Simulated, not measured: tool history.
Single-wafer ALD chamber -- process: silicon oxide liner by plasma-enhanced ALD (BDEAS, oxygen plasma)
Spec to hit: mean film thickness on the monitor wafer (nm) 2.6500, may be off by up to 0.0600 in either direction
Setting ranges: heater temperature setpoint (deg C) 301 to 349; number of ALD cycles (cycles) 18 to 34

run	hour	heater temperature setpoint (deg C)	number of ALD cycles (cycles)	mean film thickness on the monitor wafer (nm)
1	0.0	325	26	2.2694
2	8.7	325	29	2.5270
3	11.2	325	27	2.3641
4	13.3	321	27	2.3705
5	18.5	314	27	2.3927
6	19.0	314	25	2.2139
7	25.8	314	26	2.3034
8	29.3	314	27	2.4005
9	32.0	314	28	2.4904

Consider the 4 candidate settings below. Which is the only one whose results all fall within their allowed miss of target?
A	34.7	314	32	?
B	34.7	313	30	?
C	34.7	310	27	?
D	34.7	318	28	?

move	mean film thickness on the monitor wafer (nm)
A	2.8412
B	2.6670
C	2.4093
D	2.4736
A: takes the biggest miss from the last run beyond its target
B: each result inside its tolerance
C: lands further from the targets than the last run did
D: lands further from the targets than the last run did
Go with B: it meets all targets.
